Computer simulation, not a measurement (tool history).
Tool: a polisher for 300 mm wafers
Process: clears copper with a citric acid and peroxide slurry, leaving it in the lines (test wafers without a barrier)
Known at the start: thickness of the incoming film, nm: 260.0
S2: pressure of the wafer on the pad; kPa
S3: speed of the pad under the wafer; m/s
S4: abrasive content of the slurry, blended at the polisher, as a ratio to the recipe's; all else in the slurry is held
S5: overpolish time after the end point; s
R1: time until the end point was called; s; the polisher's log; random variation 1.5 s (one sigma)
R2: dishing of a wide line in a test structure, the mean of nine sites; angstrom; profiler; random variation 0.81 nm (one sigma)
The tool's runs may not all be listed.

Run 1, hour 0: flow of slurry (ml/min) 290, S2 20 kPa, S3 1.22 m/s, S4 1, S5 15 s. Result: R1 125.23 s, R2 218.72 angstrom.
Run 2, hour 7.8: flow of slurry (ml/min) 290, S2 20 kPa, S3 1.36 m/s, S4 1, S5 15 s. Result: R1 115.7 s, R2 247.39 angstrom.
Run 3, hour 13.5: flow of slurry (ml/min) 290, S2 20 kPa, S3 1.36 m/s, S4 1, S5 16 s. Result: R1 114.97 s, R2 245.39 angstrom.
Run 4, hour 20.9: flow of slurry (ml/min) 290, S2 20 kPa, S3 1.36 m/s, S4 1, S5 17 s. Result: R1 115.71 s, R2 274.36 angstrom.
Run 5, hour 24.2: flow of slurry (ml/min) 290, S2 20 kPa, S3 1.36 m/s, S4 1, S5 15 s. Result: R1 114.16 s, R2 241.07 angstrom.
Run 6, hour 29.9: flow of slurry (ml/min) 290, S2 20 kPa, S3 1.36 m/s, S4 0.85, S5 15 s. Result: R1 115.23 s, R2 241.48 angstrom.
Run 7, hour 38.7: flow of slurry (ml/min) 290, S2 20 kPa, S3 1.36 m/s, S4 0.85, S5 16 s. Result: R1 119.9 s, R2 248.61 angstrom.
Run 8, hour 45.9: flow of slurry (ml/min) 290, S2 20 kPa, S3 1.36 m/s, S4 0.85, S5 17 s. Result: R1 118.51 s, R2 266.29 angstrom.

The next listed run, before its measurement:
Run 9, hour 53.4: flow of slurry (ml/min) 290, S2 20 kPa, S3 1.36 m/s, S4 0.85, S5 18 s. Result: R1 ?, R2 ?.

Run 9 gave R1 119.91 s, R2 280.52 angstrom.
